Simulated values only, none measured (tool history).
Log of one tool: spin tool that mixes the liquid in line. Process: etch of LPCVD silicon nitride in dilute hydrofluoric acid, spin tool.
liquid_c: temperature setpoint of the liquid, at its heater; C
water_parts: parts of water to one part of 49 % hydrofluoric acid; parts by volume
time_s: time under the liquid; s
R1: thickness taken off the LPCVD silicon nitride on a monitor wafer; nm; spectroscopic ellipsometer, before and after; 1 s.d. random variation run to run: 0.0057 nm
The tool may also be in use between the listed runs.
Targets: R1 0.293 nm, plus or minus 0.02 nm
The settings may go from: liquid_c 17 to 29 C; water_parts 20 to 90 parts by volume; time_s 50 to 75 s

run 1 hour=0 | liquid_c=21 water_parts=50 time_s=75 | R1=0.56046
run 2 hour=6.7 | liquid_c=20 water_parts=55 time_s=75 | R1=0.47854
run 3 hour=9.2 | liquid_c=20 water_parts=40 time_s=75 | R1=0.66572
run 4 hour=12.9 | liquid_c=21.5 water_parts=40 time_s=75 | R1=0.77038
run 5 hour=20.3 | liquid_c=20 water_parts=50 time_s=75 | R1=0.51664
run 6 hour=24.2 | liquid_c=23.5 water_parts=50 time_s=75 | R1=0.69357
run 7 hour=26.4 | liquid_c=21.5 water_parts=55 time_s=75 | R1=0.54682
run 8 hour=33.5 | liquid_c=20 water_parts=60 time_s=75 | R1=0.43907
run 9 hour=40.6 | liquid_c=19 water_parts=65 time_s=75 | R1=0.38486
run 10 hour=41.3 | liquid_c=18.5 water_parts=70 time_s=75 | R1=0.35879
run 11 hour=44.5 | liquid_c=18 water_parts=70 time_s=75 | R1=0.3379
run 12 hour=49.4 | liquid_c=17.5 water_parts=70 time_s=75 | R1=0.32853

Below are 5 possible settings for the next run. Only one of them brings all results inside the allowed miss of their targets. Which is it?
run A hour=54.3 | liquid_c=17 water_parts=65 time_s=65 | R1=?
run B hour=54.3 | liquid_c=18.5 water_parts=65 time_s=75 | R1=?
run C hour=54.3 | liquid_c=20.5 water_parts=80 time_s=75 | R1=?
run D hour=54.3 | liquid_c=19.5 water_parts=65 time_s=75 | R1=?
run E hour=54.3 | liquid_c=18 water_parts=65 time_s=75 | R1=?

move=A R1=0.29102
move=B R1=0.37311
move=C R1=0.34993
move=D R1=0.39999
move=E R1=0.36028
A: every result within its allowed miss
B: further off than the last run
C: further off than the last run
D: further off than the last run
E: further off than the last run
The right move is A.
